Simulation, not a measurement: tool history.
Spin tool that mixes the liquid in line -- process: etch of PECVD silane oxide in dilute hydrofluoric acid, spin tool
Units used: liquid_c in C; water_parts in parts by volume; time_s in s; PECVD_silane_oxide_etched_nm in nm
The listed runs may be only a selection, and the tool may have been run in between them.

{"run": 1, "hour": 0.0, "liquid_c": 24.0, "water_parts": 240, "time_s": 170, "PECVD_silane_oxide_etched_nm": 12.652}
{"run": 2, "hour": 2.5, "liquid_c": 25.0, "water_parts": 225, "time_s": 170, "PECVD_silane_oxide_etched_nm": 14.2}
{"run": 3, "hour": 3.3, "liquid_c": 24.0, "water_parts": 225, "time_s": 170, "PECVD_silane_oxide_etched_nm": 13.625}
{"run": 4, "hour": 11.7, "liquid_c": 25.0, "water_parts": 210, "time_s": 170, "PECVD_silane_oxide_etched_nm": 15.416}
{"run": 5, "hour": 12.4, "liquid_c": 26.0, "water_parts": 200, "time_s": 170, "PECVD_silane_oxide_etched_nm": 16.922}
{"run": 6, "hour": 19.7, "liquid_c": 26.0, "water_parts": 200, "time_s": 170, "PECVD_silane_oxide_etched_nm": 16.862}
{"run": 7, "hour": 25.5, "liquid_c": 26.5, "water_parts": 190, "time_s": 170, "PECVD_silane_oxide_etched_nm": 18.331}
{"run": 8, "hour": 26.6, "liquid_c": 27.0, "water_parts": 185, "time_s": 170, "PECVD_silane_oxide_etched_nm": 19.45}
{"run": 9, "hour": 28.5, "liquid_c": 27.5, "water_parts": 180, "time_s": 170, "PECVD_silane_oxide_etched_nm": 20.23}
{"run": 10, "hour": 32.4, "liquid_c": 28.0, "water_parts": 175, "time_s": 170, "PECVD_silane_oxide_etched_nm": 21.409}
{"run": 11, "hour": 34.4, "liquid_c": 28.5, "water_parts": 170, "time_s": 170, "PECVD_silane_oxide_etched_nm": 22.504}
{"run": 12, "hour": 35.5, "liquid_c": 29.0, "water_parts": 165, "time_s": 170, "PECVD_silane_oxide_etched_nm": 23.839}
{"run": 13, "hour": 43.5, "liquid_c": 29.5, "water_parts": 160, "time_s": 170, "PECVD_silane_oxide_etched_nm": 25.08}
{"run": 14, "hour": 51.7, "liquid_c": 30.0, "water_parts": 160, "time_s": 170, "PECVD_silane_oxide_etched_nm": 25.791}
{"run": 15, "hour": 55.8, "liquid_c": 30.5, "water_parts": 160, "time_s": 170, "PECVD_silane_oxide_etched_nm": 26.233}

For run 16, what comes out?
{"run": 16, "hour": 60.5, "liquid_c": 31.5, "water_parts": 150, "time_s": 170, "PECVD_silane_oxide_etched_nm": "?"}

Run 16 gave PECVD_silane_oxide_etched_nm 29.151 nm.
